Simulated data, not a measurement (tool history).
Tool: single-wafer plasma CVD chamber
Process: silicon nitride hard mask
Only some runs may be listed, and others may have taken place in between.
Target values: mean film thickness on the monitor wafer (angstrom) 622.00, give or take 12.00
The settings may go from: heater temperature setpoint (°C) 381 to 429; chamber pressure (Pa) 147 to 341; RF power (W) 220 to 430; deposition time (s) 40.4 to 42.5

run,day,heater temperature setpoint (°C),chamber pressure (Pa),RF power (W),deposition time (s),mean film thickness on the monitor wafer (angstrom)
1,0.000,405,244,325,42.5,545.40
2,0.362,405,255,330,42.5,554.00
3,0.538,405,263,335,42.5,561.62
4,0.696,405,269,340,42.5,567.98
5,0.971,405,269,340,40.4,540.46
6,1.275,414,269,340,40.4,536.92
7,1.404,414,276,350,40.5,552.49
8,1.638,414,325,385,40.8,604.02

4 candidate next runs follow, results not yet known. Just one meets every target within its allowed miss. Identify it.
A,1.871,408,332,380,40.4,?
B,1.871,428,276,420,40.4,?
C,1.871,408,341,370,42.5,?
D,1.871,391,241,395,41.1,?

move,mean film thickness on the monitor wafer (angstrom)
A,600.01
B,599.73
C,625.92
D,582.46
A: further off than the last run
B: further off than the last run
C: every result within its allowed miss
D: further off than the last run
Answer: C

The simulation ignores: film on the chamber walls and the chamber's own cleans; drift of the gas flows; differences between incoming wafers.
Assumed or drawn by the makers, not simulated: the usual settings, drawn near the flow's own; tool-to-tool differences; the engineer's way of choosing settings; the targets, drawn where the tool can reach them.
